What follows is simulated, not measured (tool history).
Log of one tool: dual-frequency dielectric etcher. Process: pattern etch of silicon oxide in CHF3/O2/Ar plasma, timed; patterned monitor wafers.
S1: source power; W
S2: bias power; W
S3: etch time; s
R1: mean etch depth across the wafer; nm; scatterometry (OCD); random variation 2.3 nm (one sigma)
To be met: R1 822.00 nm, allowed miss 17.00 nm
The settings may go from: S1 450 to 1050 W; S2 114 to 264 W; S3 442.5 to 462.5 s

run 1 hour=0.0 | S1=750 S2=189 S3=442.5 | R1=1035.70
run 2 hour=6.2 | S1=750 S2=208 S3=442.5 | R1=1069.20
run 3 hour=8.6 | S1=660 S2=208 S3=442.5 | R1=1009.20
run 4 hour=14.7 | S1=660 S2=191 S3=442.5 | R1=978.05
run 5 hour=18.0 | S1=640 S2=188 S3=442.5 | R1=961.28
run 6 hour=21.7 | S1=640 S2=203 S3=442.5 | R1=989.49
run 7 hour=30.7 | S1=620 S2=199 S3=442.5 | R1=960.95
run 8 hour=33.7 | S1=600 S2=197 S3=442.5 | R1=941.93
run 9 hour=37.1 | S1=580 S2=195 S3=442.5 | R1=929.04
run 10 hour=39.0 | S1=570 S2=193 S3=442.5 | R1=913.31
run 11 hour=45.9 | S1=560 S2=192 S3=442.5 | R1=903.73
run 12 hour=52.5 | S1=550 S2=191 S3=442.5 | R1=894.26
run 13 hour=53.8 | S1=540 S2=190 S3=442.5 | R1=884.86

4 next moves are on the table. One of them brings every result within its allowed miss. Which?
run A hour=55.1 | S1=560 S2=165 S3=443.5 | R1=?
run B hour=55.1 | S1=450 S2=196 S3=446.5 | R1=?
run C hour=55.1 | S1=480 S2=199 S3=457.5 | R1=?
run D hour=55.1 | S1=510 S2=143 S3=450.0 | R1=?

move=A R1=860.64
move=B R1=820.19
move=C R1=875.09
move=D R1=791.82
A: nearer than the last run, and not there yet
B: meets every target
C: nearer than the last run, and not there yet
D: takes the result that was furthest off past its target
The right move is B.
